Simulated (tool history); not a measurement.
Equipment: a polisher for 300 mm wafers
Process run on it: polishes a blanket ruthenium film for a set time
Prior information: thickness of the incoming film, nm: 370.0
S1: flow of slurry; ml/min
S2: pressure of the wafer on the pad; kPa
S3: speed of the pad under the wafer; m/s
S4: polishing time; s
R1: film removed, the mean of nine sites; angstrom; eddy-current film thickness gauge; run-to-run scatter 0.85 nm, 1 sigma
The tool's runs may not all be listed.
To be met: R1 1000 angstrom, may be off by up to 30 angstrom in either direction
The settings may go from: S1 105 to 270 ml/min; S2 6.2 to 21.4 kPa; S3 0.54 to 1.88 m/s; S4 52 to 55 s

run,hour,S1,S2,S3,S4,R1
1,0,175,13.8,1.2,52,744.39
2,3.5,175,13.8,1.2,55,793.72
3,4.2,175,12.4,1.2,55,708.62
4,13,175,10.3,1.2,55,603.49
5,19.2,180,12.4,1.2,55,710.44
6,27.8,180,12.4,1.08,55,643.04
7,36.3,185,14.5,1.08,55,752.01
8,43.5,185,15.9,1.08,55,814.07
9,44.2,185,16.5,1.08,55,845.02
10,50.4,185,16.5,1.08,55,852.54
11,55,185,17.2,1.08,55,892.43
12,56.1,185,17.9,1.08,55,920.96
13,63.1,190,18.6,1.08,55,954.24
14,64.1,190,18.6,1.08,55,954.94

Next run, 4 choices. One meets every target within its allowed miss, the rest don't. Which?
A,65.1,190,19.3,1.18,55,?
B,65.1,200,18.6,1.2,55,?
C,65.1,215,17.2,1.16,53,?
D,65.1,210,19.3,1.06,55,?

move,R1
A,1084.3
B,1071.7
C,936.2
D,991.51
A: takes the biggest miss from the last run beyond its target
B: takes the biggest miss from the last run beyond its target
C: moves away from the targets compared with the last run
D: every result within its allowed miss
So the answer is move D, the one that meets all the targets.
